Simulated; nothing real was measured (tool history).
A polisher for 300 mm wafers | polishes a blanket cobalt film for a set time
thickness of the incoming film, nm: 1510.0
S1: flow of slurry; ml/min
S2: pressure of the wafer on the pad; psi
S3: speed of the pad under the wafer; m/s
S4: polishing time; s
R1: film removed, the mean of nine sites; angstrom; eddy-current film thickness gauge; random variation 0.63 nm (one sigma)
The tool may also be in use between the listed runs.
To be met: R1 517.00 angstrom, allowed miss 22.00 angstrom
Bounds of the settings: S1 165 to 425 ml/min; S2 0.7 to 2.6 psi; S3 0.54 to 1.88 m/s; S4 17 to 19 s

run 1 hour=0.0 | S1=275 S2=1.6 S3=1.20 S4=19 | R1=982.76
run 2 hour=4.7 | S1=275 S2=1.4 S3=1.18 S4=19 | R1=851.36
run 3 hour=11.3 | S1=275 S2=1.4 S3=1.18 S4=19 | R1=864.95
run 4 hour=18.4 | S1=275 S2=1.4 S3=1.06 S4=19 | R1=772.57
run 5 hour=26.9 | S1=275 S2=1.3 S3=1.06 S4=19 | R1=727.40
run 6 hour=31.9 | S1=275 S2=1.3 S3=1.06 S4=17 | R1=640.06
run 7 hour=39.0 | S1=275 S2=0.9 S3=1.04 S4=17 | R1=441.10
run 8 hour=47.6 | S1=275 S2=1.0 S3=1.04 S4=17 | R1=481.52

Which of these 5 next moves meets every target?
run A hour=56.2 | S1=425 S2=0.7 S3=1.22 S4=19 | R1=?
run B hour=56.2 | S1=250 S2=1.4 S3=0.70 S4=17 | R1=?
run C hour=56.2 | S1=295 S2=1.1 S3=0.96 S4=18 | R1=?
run D hour=56.2 | S1=260 S2=1.1 S3=0.92 S4=17 | R1=?
run E hour=56.2 | S1=245 S2=1.3 S3=0.64 S4=19 | R1=?

move=A R1=460.44
move=B R1=450.49
move=C R1=517.92
move=D R1=464.87
move=E R1=430.04
A: further off than the last run
B: further off than the last run
C: meets every target
D: further off than the last run
E: further off than the last run
Move C is the one to make.
